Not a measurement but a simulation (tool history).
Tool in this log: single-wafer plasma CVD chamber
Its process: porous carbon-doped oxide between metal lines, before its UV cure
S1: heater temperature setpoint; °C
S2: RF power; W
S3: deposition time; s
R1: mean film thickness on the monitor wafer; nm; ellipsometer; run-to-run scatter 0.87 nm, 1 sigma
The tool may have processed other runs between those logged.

Run 1, day 0: S1 285 °C, S2 500 W, S3 30.8 s. Result: R1 183.41 nm.
Run 2, day 0.05: S1 289 °C, S2 485 W, S3 30.7 s. Result: R1 174.1 nm.
Run 3, day 0.396: S1 289 °C, S2 485 W, S3 30.8 s. Result: R1 174.62 nm.
Run 4, day 0.633: S1 289 °C, S2 440 W, S3 30.8 s. Result: R1 157.32 nm.
Run 5, day 0.958: S1 291 °C, S2 440 W, S3 30.8 s. Result: R1 158.6 nm.
Run 6, day 1.021: S1 283 °C, S2 440 W, S3 30.8 s. Result: R1 164.12 nm.

What will run 7 give?
Run 7, day 1.1: S1 286 °C, S2 435 W, S3 30.8 s. Result: R1 ?.

{"run 7": {"R1": 159.76}}
